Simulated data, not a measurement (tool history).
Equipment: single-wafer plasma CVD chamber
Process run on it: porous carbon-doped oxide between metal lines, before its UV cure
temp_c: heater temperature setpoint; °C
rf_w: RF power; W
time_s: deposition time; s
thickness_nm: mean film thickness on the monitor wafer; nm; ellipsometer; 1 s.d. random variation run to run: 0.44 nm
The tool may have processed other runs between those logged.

{"run": 1, "day": 0.0, "temp_c": 295, "rf_w": 585, "time_s": 25.6, "thickness_nm": 161.01}
{"run": 2, "day": 0.054, "temp_c": 295, "rf_w": 585, "time_s": 25.6, "thickness_nm": 160.8}
{"run": 3, "day": 0.133, "temp_c": 295, "rf_w": 540, "time_s": 25.6, "thickness_nm": 149.24}
{"run": 4, "day": 0.192, "temp_c": 295, "rf_w": 540, "time_s": 25.6, "thickness_nm": 149.85}
{"run": 5, "day": 0.383, "temp_c": 289, "rf_w": 560, "time_s": 25.7, "thickness_nm": 160.98}
{"run": 6, "day": 0.508, "temp_c": 293, "rf_w": 560, "time_s": 25.7, "thickness_nm": 157.15}
{"run": 7, "day": 0.596, "temp_c": 293, "rf_w": 560, "time_s": 25.7, "thickness_nm": 157.21}

What will run 8 give?
{"run": 8, "day": 0.833, "temp_c": 288, "rf_w": 575, "time_s": 25.7, "thickness_nm": "?"}

thickness_nm: 165.62 nm
